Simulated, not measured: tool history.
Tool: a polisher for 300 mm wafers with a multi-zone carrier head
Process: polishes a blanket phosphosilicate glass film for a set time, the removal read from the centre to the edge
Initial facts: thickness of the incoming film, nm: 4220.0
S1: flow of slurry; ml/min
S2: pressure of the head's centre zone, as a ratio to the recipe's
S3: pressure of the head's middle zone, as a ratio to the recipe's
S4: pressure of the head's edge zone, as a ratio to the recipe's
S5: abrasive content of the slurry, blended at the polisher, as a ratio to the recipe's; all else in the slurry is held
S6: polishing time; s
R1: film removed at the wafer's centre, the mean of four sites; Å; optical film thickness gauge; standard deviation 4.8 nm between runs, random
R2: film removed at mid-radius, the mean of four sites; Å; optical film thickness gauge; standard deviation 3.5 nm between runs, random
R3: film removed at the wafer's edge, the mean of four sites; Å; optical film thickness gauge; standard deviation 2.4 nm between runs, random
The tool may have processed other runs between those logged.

run  hour   S1    S2    S3    S4    S5  S6      R1      R2      R3
  1   0.0  180  1.00  1.00  1.00  1.00  54  6198.6  6163.1  5910.0
  2   2.3  180  1.00  1.00  0.98  0.95  53  5868.0  5833.4  5623.3
  3   8.7  180  0.95  1.00  0.98  0.95  53  5563.1  5894.7  5578.7
  4  16.0  220  0.95  1.00  0.98  0.95  53  5895.7  5966.3  5804.8
  5  23.0  240  0.95  1.00  0.98  0.95  53  5861.1  6169.0  5811.1
  6  28.9  235  0.96  1.00  0.96  0.90  52  5667.6  5870.4  5489.4
  7  31.9  230  0.97  0.99  0.94  0.85  52  5686.9  5713.6  5302.3

Run 8 is up next; what results do you expect?
  8  34.2  225  0.97  0.98  0.93  0.80  52   ?   ?   ?

{"run 8": {"R1": 5539.8, "R2": 5475.9, "R3": 5106.8}}
